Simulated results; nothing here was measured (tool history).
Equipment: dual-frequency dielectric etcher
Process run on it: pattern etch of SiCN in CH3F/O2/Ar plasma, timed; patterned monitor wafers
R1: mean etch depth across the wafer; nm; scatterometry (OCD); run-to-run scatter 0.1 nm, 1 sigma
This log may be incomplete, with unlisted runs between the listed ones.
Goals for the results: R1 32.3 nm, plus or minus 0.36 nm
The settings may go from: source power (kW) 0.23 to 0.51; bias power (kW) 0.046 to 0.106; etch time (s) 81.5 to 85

Run 1, hour 0: source power (kW) 0.37, bias power (kW) 0.076, etch time (s) 81.5. Result: R1 27.422 nm.
Run 2, hour 5.5: source power (kW) 0.39, bias power (kW) 0.077, etch time (s) 81.5. Result: R1 27.889 nm.
Run 3, hour 12.7: source power (kW) 0.36, bias power (kW) 0.077, etch time (s) 81.5. Result: R1 26.966 nm.
Run 4, hour 14.3: source power (kW) 0.38, bias power (kW) 0.078, etch time (s) 81.5. Result: R1 27.659 nm.
Run 5, hour 16.7: source power (kW) 0.4, bias power (kW) 0.08, etch time (s) 81.5. Result: R1 28.532 nm.
Run 6, hour 20: source power (kW) 0.42, bias power (kW) 0.081, etch time (s) 81.5. Result: R1 29.395 nm.
Run 7, hour 26: source power (kW) 0.43, bias power (kW) 0.081, etch time (s) 81.5. Result: R1 29.738 nm.
Run 8, hour 27.2: source power (kW) 0.44, bias power (kW) 0.081, etch time (s) 81.5. Result: R1 30.068 nm.

Of the 5 settings listed for the next run, only one would bring every result within its allowed miss of target. Which one?
Run A, hour 28.4: source power (kW) 0.33, bias power (kW) 0.08, etch time (s) 85. Result: R1 ?.
Run B, hour 28.4: source power (kW) 0.42, bias power (kW) 0.067, etch time (s) 81.5. Result: R1 ?.
Run C, hour 28.4: source power (kW) 0.43, bias power (kW) 0.086, etch time (s) 84.5. Result: R1 ?.
Run D, hour 28.4: source power (kW) 0.46, bias power (kW) 0.083, etch time (s) 83. Result: R1 ?.
Run E, hour 28.4: source power (kW) 0.45, bias power (kW) 0.086, etch time (s) 84.5. Result: R1 ?.

move      R1
   A  27.279
   B  27.584
   C  31.405
   D  31.407
   E  32.048
A: its largest miss is bigger than the last run's
B: its largest miss is bigger than the last run's
C: better than the last run, though not everything is in spec
D: better than the last run, though not everything is in spec
E: every result within its allowed miss
Move E is the one to make.

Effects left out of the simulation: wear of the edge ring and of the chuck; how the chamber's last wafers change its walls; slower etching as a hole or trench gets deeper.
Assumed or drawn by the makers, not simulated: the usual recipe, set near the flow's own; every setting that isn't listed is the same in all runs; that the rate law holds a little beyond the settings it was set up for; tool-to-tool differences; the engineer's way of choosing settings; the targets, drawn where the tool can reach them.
